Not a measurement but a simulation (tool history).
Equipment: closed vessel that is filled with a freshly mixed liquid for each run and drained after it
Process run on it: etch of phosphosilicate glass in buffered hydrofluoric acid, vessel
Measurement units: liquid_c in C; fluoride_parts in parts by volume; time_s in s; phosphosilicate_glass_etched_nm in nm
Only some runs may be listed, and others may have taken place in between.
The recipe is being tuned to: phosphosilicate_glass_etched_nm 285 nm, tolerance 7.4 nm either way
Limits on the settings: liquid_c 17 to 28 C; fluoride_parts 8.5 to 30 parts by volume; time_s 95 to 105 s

run	day	liquid_c	fluoride_parts	time_s	phosphosilicate_glass_etched_nm
1	0	20	23.5	95	213.73
2	0.217	17.5	23.5	95	188.92
3	0.308	17.5	23.5	105	204.54
4	0.454	21	23.5	105	252.68
5	0.575	21	23.5	95	228.3
6	0.796	21	29	95	196.92
7	1.062	25	28.5	95	248.6
8	1.312	25.5	28.5	95	258.33
9	1.562	26.5	28.5	95	273.2
10	1.85	27	28.5	95	273.41

Next run, 4 choices. One meets every target within its allowed miss, the rest don't. Which?
A	2.138	27	27	100	?
B	2.138	28	29.5	100	?
C	2.138	28	30	95	?
D	2.138	25	21	95	?

move	phosphosilicate_glass_etched_nm
A	303.86
B	301.83
C	283.47
D	307.8
A: the result that was furthest off in the last run now lies on the other side of its target
B: the result that was furthest off in the last run now lies on the other side of its target
C: hits every target within its allowed miss
D: the result that was furthest off in the last run now lies on the other side of its target
Move C is the one to make.
